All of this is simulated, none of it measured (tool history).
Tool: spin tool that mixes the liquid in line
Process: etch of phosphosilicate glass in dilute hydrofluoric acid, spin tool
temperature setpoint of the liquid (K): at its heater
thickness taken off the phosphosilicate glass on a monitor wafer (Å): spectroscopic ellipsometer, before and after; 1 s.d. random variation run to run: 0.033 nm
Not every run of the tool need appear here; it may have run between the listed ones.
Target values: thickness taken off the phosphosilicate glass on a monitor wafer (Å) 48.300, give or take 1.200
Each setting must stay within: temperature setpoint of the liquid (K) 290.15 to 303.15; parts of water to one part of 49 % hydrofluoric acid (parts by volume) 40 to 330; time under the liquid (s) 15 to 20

run,hour,temperature setpoint of the liquid (K),parts of water to one part of 49 % hydrofluoric acid (parts by volume),time under the liquid (s),thickness taken off the phosphosilicate glass on a monitor wafer (Å)
1,0.0,295.15,185,20,82.374
2,5.1,298.65,185,20,92.377
3,12.2,297.15,185,20,88.671
4,17.8,297.15,185,20,88.008
5,23.1,295.15,200,20,74.877
6,29.3,293.65,210,20,66.524
7,38.3,292.65,220,20,60.601
8,42.3,292.15,225,20,57.709
9,48.4,292.15,225,20,57.626

Which of these 5 next moves meets every target?
A,54.5,293.15,195,20,?
B,54.5,290.15,140,15,?
C,54.5,295.15,245,15,?
D,54.5,297.15,240,15,?
E,54.5,293.15,220,15,?

move,thickness taken off the phosphosilicate glass on a monitor wafer (Å)
A,71.335
B,69.772
C,43.718
D,48.240
E,46.281
A: its largest miss is bigger than the last run's
B: its largest miss is bigger than the last run's
C: carries the result that was furthest off beyond its target, to the other side
D: meets every target
E: carries the result that was furthest off beyond its target, to the other side
The right move is D.

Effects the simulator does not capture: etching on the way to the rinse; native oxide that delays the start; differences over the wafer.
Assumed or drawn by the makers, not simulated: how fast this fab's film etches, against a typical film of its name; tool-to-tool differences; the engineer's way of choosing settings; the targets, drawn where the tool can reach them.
